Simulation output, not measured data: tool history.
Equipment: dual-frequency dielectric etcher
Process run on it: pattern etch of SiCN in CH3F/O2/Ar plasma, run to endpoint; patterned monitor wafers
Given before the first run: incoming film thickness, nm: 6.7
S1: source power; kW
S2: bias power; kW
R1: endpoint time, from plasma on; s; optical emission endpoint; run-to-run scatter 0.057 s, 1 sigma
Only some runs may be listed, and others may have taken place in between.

run,day,S1,S2,R1
1,0.000,0.470,0.072,16.750
2,0.179,0.520,0.072,16.216
3,0.533,0.520,0.063,17.045
4,0.708,0.520,0.070,16.439
5,0.979,0.500,0.069,16.680
6,1.146,0.480,0.068,17.064
7,1.212,0.470,0.068,17.167
8,1.350,0.460,0.068,17.339
# day 1.562: wet clean of the chamber
9,1.562,0.450,0.068,16.938

Run 10, settings as shown, results not yet in. Your forecast:
10,1.862,0.440,0.066,?

{"run 10": {"R1": 17.234}}

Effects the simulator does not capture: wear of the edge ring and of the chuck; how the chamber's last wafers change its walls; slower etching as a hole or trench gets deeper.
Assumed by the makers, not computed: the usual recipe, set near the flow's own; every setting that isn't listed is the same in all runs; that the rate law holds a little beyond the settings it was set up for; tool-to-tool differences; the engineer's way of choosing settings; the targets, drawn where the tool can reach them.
